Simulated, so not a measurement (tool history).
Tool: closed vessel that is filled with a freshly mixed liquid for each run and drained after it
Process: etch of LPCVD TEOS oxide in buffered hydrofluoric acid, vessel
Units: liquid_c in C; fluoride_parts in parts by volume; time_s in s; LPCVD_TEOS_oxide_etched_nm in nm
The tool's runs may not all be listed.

{"run": 1, "day": 0.0, "liquid_c": 24.0, "fluoride_parts": 16.0, "time_s": 105, "LPCVD_TEOS_oxide_etched_nm": 293.5}
{"run": 2, "day": 0.096, "liquid_c": 26.5, "fluoride_parts": 15.5, "time_s": 105, "LPCVD_TEOS_oxide_etched_nm": 348.7}
{"run": 3, "day": 0.158, "liquid_c": 28.5, "fluoride_parts": 15.0, "time_s": 105, "LPCVD_TEOS_oxide_etched_nm": 398.47}
{"run": 4, "day": 0.496, "liquid_c": 29.5, "fluoride_parts": 14.5, "time_s": 105, "LPCVD_TEOS_oxide_etched_nm": 435.79}
{"run": 5, "day": 0.746, "liquid_c": 26.5, "fluoride_parts": 14.5, "time_s": 105, "LPCVD_TEOS_oxide_etched_nm": 370.15}
{"run": 6, "day": 1.008, "liquid_c": 26.5, "fluoride_parts": 14.5, "time_s": 115, "LPCVD_TEOS_oxide_etched_nm": 404.81}
{"run": 7, "day": 1.05, "liquid_c": 28.0, "fluoride_parts": 14.5, "time_s": 115, "LPCVD_TEOS_oxide_etched_nm": 442.74}
{"run": 8, "day": 1.408, "liquid_c": 29.0, "fluoride_parts": 14.5, "time_s": 115, "LPCVD_TEOS_oxide_etched_nm": 459.06}
{"run": 9, "day": 1.612, "liquid_c": 29.5, "fluoride_parts": 14.5, "time_s": 115, "LPCVD_TEOS_oxide_etched_nm": 475.94}
{"run": 10, "day": 1.879, "liquid_c": 29.5, "fluoride_parts": 14.5, "time_s": 115, "LPCVD_TEOS_oxide_etched_nm": 477.18}

Run 11 comes next. What will it give?
{"run": 11, "day": 2.221, "liquid_c": 30.0, "fluoride_parts": 14.5, "time_s": 115, "LPCVD_TEOS_oxide_etched_nm": "?"}

LPCVD_TEOS_oxide_etched_nm: 484.20 nm

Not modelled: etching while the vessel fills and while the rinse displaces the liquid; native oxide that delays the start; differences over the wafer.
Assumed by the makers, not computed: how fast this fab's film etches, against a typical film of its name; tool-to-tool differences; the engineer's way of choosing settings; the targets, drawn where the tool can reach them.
